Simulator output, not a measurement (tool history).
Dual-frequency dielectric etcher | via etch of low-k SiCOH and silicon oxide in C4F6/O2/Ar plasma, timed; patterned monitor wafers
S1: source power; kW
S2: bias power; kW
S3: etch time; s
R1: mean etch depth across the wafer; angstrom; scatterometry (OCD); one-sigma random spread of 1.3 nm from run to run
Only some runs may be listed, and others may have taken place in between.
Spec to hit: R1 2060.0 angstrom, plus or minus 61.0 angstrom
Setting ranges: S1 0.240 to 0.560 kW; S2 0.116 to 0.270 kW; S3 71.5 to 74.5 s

| run | hour | S1 | S2 | S3 | R1 |
|---|---|---|---|---|---|
| 1 | 0.0 | 0.400 | 0.193 | 71.5 | 1719.9 |
| 2 | 8.3 | 0.400 | 0.193 | 71.5 | 1736.1 |
| 3 | 12.8 | 0.420 | 0.199 | 72.0 | 1783.2 |
| 4 | 21.8 | 0.420 | 0.182 | 72.0 | 1722.7 |
| 5 | 22.3 | 0.420 | 0.194 | 72.0 | 1770.8 |
| 6 | 24.6 | 0.420 | 0.223 | 72.0 | 1875.0 |
| 7 | 28.9 | 0.430 | 0.227 | 72.0 | 1903.4 |
| 8 | 36.8 | 0.440 | 0.230 | 72.0 | 1943.9 |
| 9 | 44.2 | 0.450 | 0.232 | 72.0 | 1931.5 |
| 10 | 48.5 | 0.460 | 0.236 | 72.0 | 1984.4 |
| 11 | 49.9 | 0.460 | 0.236 | 72.0 | 1981.3 |

Which single option among these 4 for the next run brings every result within its allowed miss of target? Just one does.
| A | 51.3 | 0.490 | 0.219 | 71.5 | ? |
| B | 51.3 | 0.460 | 0.204 | 71.5 | ? |
| C | 51.3 | 0.540 | 0.235 | 72.5 | ? |
| D | 51.3 | 0.390 | 0.231 | 71.5 | ? |

| move | R1 |
|---|---|
| A | 1934.3 |
| B | 1846.6 |
| C | 2076.1 |
| D | 1846.6 |
A: moves away from the targets compared with the last run
B: moves away from the targets compared with the last run
C: meets every target
D: moves away from the targets compared with the last run
The move that meets every target is C.

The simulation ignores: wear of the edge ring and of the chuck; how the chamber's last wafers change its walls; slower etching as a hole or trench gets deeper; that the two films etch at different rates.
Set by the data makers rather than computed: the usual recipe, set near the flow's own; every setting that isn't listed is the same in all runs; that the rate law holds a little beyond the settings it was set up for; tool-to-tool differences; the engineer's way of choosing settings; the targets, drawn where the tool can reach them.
